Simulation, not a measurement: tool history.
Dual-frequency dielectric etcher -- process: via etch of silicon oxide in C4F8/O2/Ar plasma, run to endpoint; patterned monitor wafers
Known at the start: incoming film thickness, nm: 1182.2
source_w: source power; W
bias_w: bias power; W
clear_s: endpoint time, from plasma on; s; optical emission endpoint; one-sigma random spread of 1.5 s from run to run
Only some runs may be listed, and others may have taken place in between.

run	day	source_w	bias_w	clear_s
1	0	1950	1628	255.41
2	0.338	1770	1478	276.87
3	0.392	1630	1401	288.74
4	0.575	1870	1401	273.01
5	0.858	1870	1181	281.12
6	1.092	1710	1134	297.23
7	1.133	1600	1102	308.3
# day 1.458: bias power generator calibrated
8	1.458	1600	1102	310.99
9	1.575	1530	1088	322.32
10	1.783	1490	1081	325.33
11	2.038	1450	1075	328.66

Estimate the outcome of run 12 from the log above:
12	2.254	1450	1075	?

Run 12 produced clear_s 333.74 s.

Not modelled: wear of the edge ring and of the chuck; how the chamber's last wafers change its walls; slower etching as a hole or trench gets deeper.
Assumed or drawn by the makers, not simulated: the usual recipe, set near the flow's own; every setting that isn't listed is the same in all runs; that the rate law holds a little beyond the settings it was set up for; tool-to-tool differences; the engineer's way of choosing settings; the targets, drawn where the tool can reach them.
